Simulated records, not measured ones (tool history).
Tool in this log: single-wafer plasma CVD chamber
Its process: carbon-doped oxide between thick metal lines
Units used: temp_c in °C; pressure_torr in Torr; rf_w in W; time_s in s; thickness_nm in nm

run 1 hour=0.0 | temp_c=355 pressure_torr=5.68 rf_w=475 time_s=187 | thickness_nm=843.64
run 2 hour=8.8 | temp_c=362 pressure_torr=5.68 rf_w=475 time_s=187 | thickness_nm=833.47
run 3 hour=16.4 | temp_c=362 pressure_torr=5.60 rf_w=470 time_s=187 | thickness_nm=825.30
run 4 hour=22.0 | temp_c=362 pressure_torr=5.52 rf_w=465 time_s=187 | thickness_nm=810.83
run 5 hour=24.4 | temp_c=362 pressure_torr=5.52 rf_w=420 time_s=187 | thickness_nm=739.61
run 6 hour=27.3 | temp_c=362 pressure_torr=5.56 rf_w=420 time_s=187 | thickness_nm=744.95

The next listed run, before its measurement:
run 7 hour=35.2 | temp_c=362 pressure_torr=5.59 rf_w=420 time_s=187 | thickness_nm=?

{"run 7": {"thickness_nm": 745.58}}

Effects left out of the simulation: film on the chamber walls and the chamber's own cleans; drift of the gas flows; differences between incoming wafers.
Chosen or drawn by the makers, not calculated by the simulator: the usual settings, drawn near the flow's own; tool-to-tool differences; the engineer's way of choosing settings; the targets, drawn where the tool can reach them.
